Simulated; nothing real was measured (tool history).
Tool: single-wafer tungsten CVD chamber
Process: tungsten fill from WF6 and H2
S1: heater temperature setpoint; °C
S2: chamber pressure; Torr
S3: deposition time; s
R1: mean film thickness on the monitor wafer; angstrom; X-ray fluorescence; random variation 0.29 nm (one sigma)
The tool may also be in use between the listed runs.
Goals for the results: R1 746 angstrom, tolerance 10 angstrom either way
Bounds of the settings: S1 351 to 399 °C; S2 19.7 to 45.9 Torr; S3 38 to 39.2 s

Run 1, hour 0: S1 375 °C, S2 32.8 Torr, S3 38 s. Result: R1 660.31 angstrom.
Run 2, hour 4.7: S1 375 °C, S2 37.7 Torr, S3 38 s. Result: R1 713.7 angstrom.
Run 3, hour 6: S1 376 °C, S2 37.7 Torr, S3 38 s. Result: R1 726.82 angstrom.
Run 4, hour 7.7: S1 387 °C, S2 37.7 Torr, S3 38 s. Result: R1 885.12 angstrom.
Run 5, hour 10.6: S1 387 °C, S2 37.7 Torr, S3 38 s. Result: R1 888.03 angstrom.
Run 6, hour 18.2: S1 387 °C, S2 32.7 Torr, S3 38 s. Result: R1 824.17 angstrom.
Run 7, hour 19.5: S1 386 °C, S2 32.7 Torr, S3 38 s. Result: R1 804.09 angstrom.
Run 8, hour 22.2: S1 385 °C, S2 32.7 Torr, S3 38 s. Result: R1 788.22 angstrom.

Below are 4 possible settings for the next run. Only one of them brings all results inside the allowed miss of their targets. Which is it?
Run A, hour 24.9: S1 380 °C, S2 32.6 Torr, S3 38 s. Result: R1 ?.
Run B, hour 24.9: S1 385 °C, S2 29.2 Torr, S3 38.4 s. Result: R1 ?.
Run C, hour 24.9: S1 384 °C, S2 34.3 Torr, S3 39.2 s. Result: R1 ?.
Run D, hour 24.9: S1 375 °C, S2 40.2 Torr, S3 39.2 s. Result: R1 ?.

move      R1
   A   719.2
   B   745.5
   C   819.4
   D  760.13
A: moves the result that the last run missed by most past its target, out the other side
B: all results in spec
C: the biggest miss grows against the last run
D: nearer the targets than the last run, but a result is still out of spec
So the answer is move B, the one that meets all the targets.
